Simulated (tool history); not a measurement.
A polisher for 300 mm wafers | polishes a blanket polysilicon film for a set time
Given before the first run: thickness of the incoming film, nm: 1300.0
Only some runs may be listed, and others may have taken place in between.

run  hour  flow of slurry (ml/min)  pressure of the wafer on the pad (kPa)  speed of the pad under the wafer (m/s)  polishing time (s)  film removed (Å)
  1     0                      200                                    20.7                                    1.24                  55            5731.9
  2   8.5                      225                                    20.7                                    1.24                  55            5880.1
  3   9.2                      225                                    20.7                                    1.36                  55            6298.8
  4  12.2                      225                                    18.6                                     1.3                  55            5704.2
  5  18.7                      220                                    17.2                                    1.22                  55            4859.3
  6  21.6                      220                                    13.1                                    1.22                  55            3748.5

Run 7 has not been measured yet. What should we expect?
  7  28.1                      215                                    12.4                                    1.22                  55                 ?

film removed (Å): 3563.1
